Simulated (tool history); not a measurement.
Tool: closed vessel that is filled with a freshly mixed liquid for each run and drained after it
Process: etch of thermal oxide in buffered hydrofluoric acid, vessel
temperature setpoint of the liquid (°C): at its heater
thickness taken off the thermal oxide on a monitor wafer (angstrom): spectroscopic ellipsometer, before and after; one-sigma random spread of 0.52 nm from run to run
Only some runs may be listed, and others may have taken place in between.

| run | hour | temperature setpoint of the liquid (°C) | parts of 40 % ammonium fluoride to one part of 49 % hydrofluoric acid (parts by volume) | time in the liquid (s) | thickness taken off the thermal oxide on a monitor wafer (angstrom) |
|---|---|---|---|---|---|
| 1 | 0.0 | 24.0 | 17.5 | 125 | 955.51 |
| 2 | 5.6 | 22.0 | 17.5 | 125 | 853.11 |
| 3 | 14.3 | 22.0 | 14.5 | 125 | 1029.40 |
| 4 | 19.2 | 20.5 | 15.5 | 125 | 876.29 |
| 5 | 25.1 | 23.0 | 15.5 | 125 | 1000.40 |
| 6 | 33.0 | 23.0 | 15.5 | 125 | 998.83 |
| 7 | 35.0 | 21.5 | 16.0 | 125 | 894.53 |
| 8 | 36.7 | 20.0 | 16.0 | 125 | 831.86 |
| 9 | 37.6 | 19.0 | 16.5 | 125 | 769.76 |

What does the tool deliver on the next run?
| 10 | 46.7 | 17.0 | 17.5 | 125 | ? |

Run 10 came out at thickness taken off the thermal oxide on a monitor wafer (angstrom) 638.32.
